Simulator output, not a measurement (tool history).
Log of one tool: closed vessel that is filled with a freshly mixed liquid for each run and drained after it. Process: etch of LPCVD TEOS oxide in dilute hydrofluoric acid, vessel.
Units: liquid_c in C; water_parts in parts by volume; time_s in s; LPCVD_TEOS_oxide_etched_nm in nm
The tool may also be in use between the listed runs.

{"run": 1, "hour": 0.0, "liquid_c": 23.0, "water_parts": 220, "time_s": 115, "LPCVD_TEOS_oxide_etched_nm": 14.509}
{"run": 2, "hour": 1.5, "liquid_c": 24.5, "water_parts": 205, "time_s": 115, "LPCVD_TEOS_oxide_etched_nm": 16.452}
{"run": 3, "hour": 6.0, "liquid_c": 24.5, "water_parts": 280, "time_s": 115, "LPCVD_TEOS_oxide_etched_nm": 11.361}
{"run": 4, "hour": 13.9, "liquid_c": 25.5, "water_parts": 255, "time_s": 115, "LPCVD_TEOS_oxide_etched_nm": 13.35}
{"run": 5, "hour": 21.3, "liquid_c": 26.5, "water_parts": 235, "time_s": 115, "LPCVD_TEOS_oxide_etched_nm": 15.1}
{"run": 6, "hour": 24.3, "liquid_c": 27.5, "water_parts": 215, "time_s": 115, "LPCVD_TEOS_oxide_etched_nm": 17.708}
{"run": 7, "hour": 31.6, "liquid_c": 28.0, "water_parts": 200, "time_s": 115, "LPCVD_TEOS_oxide_etched_nm": 19.477}
{"run": 8, "hour": 35.8, "liquid_c": 28.5, "water_parts": 190, "time_s": 115, "LPCVD_TEOS_oxide_etched_nm": 21.604}
{"run": 9, "hour": 44.5, "liquid_c": 29.0, "water_parts": 185, "time_s": 115, "LPCVD_TEOS_oxide_etched_nm": 22.52}

Run 10 comes next. What will it give?
{"run": 10, "hour": 50.3, "liquid_c": 29.0, "water_parts": 185, "time_s": 115, "LPCVD_TEOS_oxide_etched_nm": "?"}

{"run 10": {"LPCVD_TEOS_oxide_etched_nm": 22.67}}

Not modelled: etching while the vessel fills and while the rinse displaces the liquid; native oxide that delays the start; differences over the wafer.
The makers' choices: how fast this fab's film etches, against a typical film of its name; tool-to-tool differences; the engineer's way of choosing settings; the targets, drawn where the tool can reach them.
